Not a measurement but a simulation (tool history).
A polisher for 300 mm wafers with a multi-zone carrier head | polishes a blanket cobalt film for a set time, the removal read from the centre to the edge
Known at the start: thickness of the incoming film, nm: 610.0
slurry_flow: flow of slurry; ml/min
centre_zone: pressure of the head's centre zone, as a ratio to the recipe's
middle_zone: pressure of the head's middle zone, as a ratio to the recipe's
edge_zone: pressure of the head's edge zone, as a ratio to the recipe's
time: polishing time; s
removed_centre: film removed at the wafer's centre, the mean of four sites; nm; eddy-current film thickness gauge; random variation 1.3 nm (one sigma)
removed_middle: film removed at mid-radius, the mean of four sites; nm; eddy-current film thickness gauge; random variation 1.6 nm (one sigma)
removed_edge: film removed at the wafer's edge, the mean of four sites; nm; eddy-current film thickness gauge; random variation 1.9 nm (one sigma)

run,hour,slurry_flow,centre_zone,middle_zone,edge_zone,time,removed_centre,removed_middle,removed_edge
1,0,150,1,1,1,30,208.15,207.69,202.72
2,3.3,150,1,1,1,26,182.31,176.87,180.87
3,4.6,165,1,1,1,26,183.98,181.85,182.01
4,12.8,165,1.06,1,1,26,193.66,181.61,182.02
5,15.1,180,1.06,1,1,26,200.31,182.35,179.94
6,21.5,175,1.03,0.98,1,25,185.88,175.77,172.54
7,23.3,165,1.02,0.97,1.01,24,174.49,165.5,167.44
8,32,155,1,0.95,1.02,24,167.61,159.19,165.77
9,32.8,150,0.98,0.93,1.03,24,164.15,158.56,166.69
10,37,145,0.97,0.92,1.04,24,161.65,154.33,168.18
11,45.9,140,0.95,0.91,1.04,24,156.94,153.72,169.18
12,51.5,135,0.94,0.9,1.04,24,155.27,149.89,168.45
13,54.7,135,0.93,0.89,1.03,24,151.22,149.77,165.95

Run 14 is up next; what results do you expect?
14,62.7,130,0.92,0.88,1.03,24,?,?,?

removed_centre: 151.51 nm
removed_middle: 147.61 nm
removed_edge: 166.79 nm
